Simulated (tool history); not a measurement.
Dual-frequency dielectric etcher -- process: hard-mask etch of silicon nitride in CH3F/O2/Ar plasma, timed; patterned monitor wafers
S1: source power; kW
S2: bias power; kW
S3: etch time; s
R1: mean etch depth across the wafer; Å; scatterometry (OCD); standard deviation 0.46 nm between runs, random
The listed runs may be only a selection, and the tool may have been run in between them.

run,day,S1,S2,S3,R1
1,0.000,0.380,0.063,226.5,1735.6
2,0.279,0.380,0.058,226.5,1672.0
3,0.446,0.330,0.058,226.5,1575.4
4,0.671,0.330,0.049,226.5,1463.0
5,0.771,0.330,0.049,236.5,1525.5
6,0.988,0.300,0.049,236.5,1461.9
7,1.329,0.350,0.050,236.5,1577.3
8,1.679,0.390,0.051,236.5,1665.6

Run 9, settings as shown, results not yet in. Your forecast:
9,1.729,0.420,0.051,236.5,?

{"run 9": {"R1": 1719.8}}
